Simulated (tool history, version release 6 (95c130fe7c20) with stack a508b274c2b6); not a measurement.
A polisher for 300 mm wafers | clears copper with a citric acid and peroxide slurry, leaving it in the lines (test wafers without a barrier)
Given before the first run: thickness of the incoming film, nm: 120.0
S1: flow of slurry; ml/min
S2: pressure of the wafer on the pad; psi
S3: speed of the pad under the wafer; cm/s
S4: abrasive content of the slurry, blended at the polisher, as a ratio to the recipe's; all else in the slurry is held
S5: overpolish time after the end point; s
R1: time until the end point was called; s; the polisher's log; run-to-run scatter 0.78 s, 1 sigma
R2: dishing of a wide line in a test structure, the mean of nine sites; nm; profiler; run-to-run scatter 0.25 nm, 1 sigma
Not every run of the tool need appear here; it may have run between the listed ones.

run	hour	S1	S2	S3	S4	S5	R1	R2
1	0.0	230	2.1	98	1.00	25	99.686	22.0370
2	6.0	230	2.1	76	1.00	25	130.110	18.2820
3	11.9	230	2.1	76	1.00	19	128.680	14.2840
4	13.6	230	1.7	76	1.00	19	157.320	11.8800
5	14.1	220	1.8	84	0.95	17	141.410	12.2710
6	22.7	220	1.8	98	0.95	17	119.170	13.7400

Expected results for the next run?
7	26.8	155	2.1	126	0.70	8	?	?

Run 7 came out at R1 93.204 s, R2 8.5454 nm.

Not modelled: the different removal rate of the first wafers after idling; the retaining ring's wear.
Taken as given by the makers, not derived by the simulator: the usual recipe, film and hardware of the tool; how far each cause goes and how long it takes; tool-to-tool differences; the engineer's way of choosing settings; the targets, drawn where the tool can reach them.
